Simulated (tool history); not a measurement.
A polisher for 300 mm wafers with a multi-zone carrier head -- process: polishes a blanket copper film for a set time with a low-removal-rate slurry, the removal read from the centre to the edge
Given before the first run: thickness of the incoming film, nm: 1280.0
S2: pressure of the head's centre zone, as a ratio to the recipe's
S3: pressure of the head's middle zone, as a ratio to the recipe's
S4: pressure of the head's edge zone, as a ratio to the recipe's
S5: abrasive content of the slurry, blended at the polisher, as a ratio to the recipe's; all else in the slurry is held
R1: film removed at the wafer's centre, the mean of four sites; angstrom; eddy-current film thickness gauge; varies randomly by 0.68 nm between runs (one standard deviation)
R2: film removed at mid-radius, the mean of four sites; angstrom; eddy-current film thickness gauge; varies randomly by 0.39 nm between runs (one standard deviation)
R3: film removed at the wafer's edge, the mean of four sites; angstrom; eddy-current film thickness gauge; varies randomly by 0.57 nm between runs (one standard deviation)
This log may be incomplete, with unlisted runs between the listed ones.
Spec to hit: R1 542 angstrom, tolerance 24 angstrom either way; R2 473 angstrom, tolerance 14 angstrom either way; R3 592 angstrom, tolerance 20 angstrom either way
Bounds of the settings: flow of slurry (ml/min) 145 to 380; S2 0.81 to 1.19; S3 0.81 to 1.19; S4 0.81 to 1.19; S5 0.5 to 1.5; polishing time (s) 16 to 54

Run 1, day 0: flow of slurry (ml/min) 245, S2 1, S3 1, S4 1, S5 1, polishing time (s) 35. Result: R1 836.04 angstrom, R2 822.73 angstrom, R3 826.14 angstrom.
Run 2, day 0.375: flow of slurry (ml/min) 195, S2 1, S3 1, S4 1, S5 1, polishing time (s) 35. Result: R1 789.94 angstrom, R2 808.94 angstrom, R3 818.49 angstrom.
Run 3, day 0.467: flow of slurry (ml/min) 195, S2 1, S3 0.96, S4 1, S5 1, polishing time (s) 35. Result: R1 799.59 angstrom, R2 773.6 angstrom, R3 817.81 angstrom.
Run 4, day 0.642: flow of slurry (ml/min) 195, S2 1, S3 0.96, S4 0.94, S5 1, polishing time (s) 35. Result: R1 801.87 angstrom, R2 770.49 angstrom, R3 784.8 angstrom.
Run 5, day 0.954: flow of slurry (ml/min) 190, S2 0.99, S3 0.93, S4 0.96, S5 0.9, polishing time (s) 33. Result: R1 744.46 angstrom, R2 685.54 angstrom, R3 726.26 angstrom.
Run 6, day 1.233: flow of slurry (ml/min) 190, S2 0.99, S3 0.93, S4 0.96, S5 1.1, polishing time (s) 33. Result: R1 778.98 angstrom, R2 746.34 angstrom, R3 754.38 angstrom.
At day 1.35: worn pad replaced by a new one.
Run 7, day 1.35: flow of slurry (ml/min) 180, S2 0.97, S3 0.91, S4 0.97, S5 1, polishing time (s) 32. Result: R1 786.78 angstrom, R2 747.84 angstrom, R3 795.11 angstrom.
Run 8, day 1.612: flow of slurry (ml/min) 175, S2 0.98, S3 0.91, S4 1, S5 0.9, polishing time (s) 30. Result: R1 731.9 angstrom, R2 670.35 angstrom, R3 744.65 angstrom.
Run 9, day 1.921: flow of slurry (ml/min) 170, S2 0.96, S3 0.89, S4 1, S5 0.8, polishing time (s) 28. Result: R1 633.46 angstrom, R2 600.76 angstrom, R3 671.67 angstrom.
Run 10, day 2.154: flow of slurry (ml/min) 150, S2 1.02, S3 0.81, S4 1.1, S5 0.55, polishing time (s) 24. Result: R1 511.67 angstrom, R2 409.07 angstrom, R3 533.11 angstrom.

Consider the 5 candidate settings below. Which is the only one whose results all fall within their allowed miss of target?
Run A, day 2.388: flow of slurry (ml/min) 215, S2 1.05, S3 1.02, S4 0.94, S5 0.55, polishing time (s) 24. Result: R1 ?, R2 ?, R3 ?.
Run B, day 2.388: flow of slurry (ml/min) 150, S2 0.89, S3 0.96, S4 1.07, S5 0.55, polishing time (s) 26. Result: R1 ?, R2 ?, R3 ?.
Run C, day 2.388: flow of slurry (ml/min) 205, S2 1, S3 1.05, S4 0.99, S5 0.5, polishing time (s) 24. Result: R1 ?, R2 ?, R3 ?.
Run D, day 2.388: flow of slurry (ml/min) 145, S2 0.98, S3 0.83, S4 1.1, S5 0.5, polishing time (s) 28. Result: R1 ?, R2 ?, R3 ?.
Run E, day 2.388: flow of slurry (ml/min) 200, S2 1.14, S3 0.81, S4 1.01, S5 0.55, polishing time (s) 21. Result: R1 ?, R2 ?, R3 ?.

move      R1      R2      R3
   A  544.53  520.21  498.67
   B  475.86   513.5  556.62
   C  497.68  512.15  490.87
   D  541.95  470.87  585.62
   E   512.3  372.66  449.62
A: moves the result that the last run missed by most past its target, out the other side
B: moves the result that the last run missed by most past its target, out the other side
C: moves the result that the last run missed by most past its target, out the other side
D: each result inside its tolerance
E: moves away from the targets compared with the last run
D is the move that brings every result within its allowed miss.
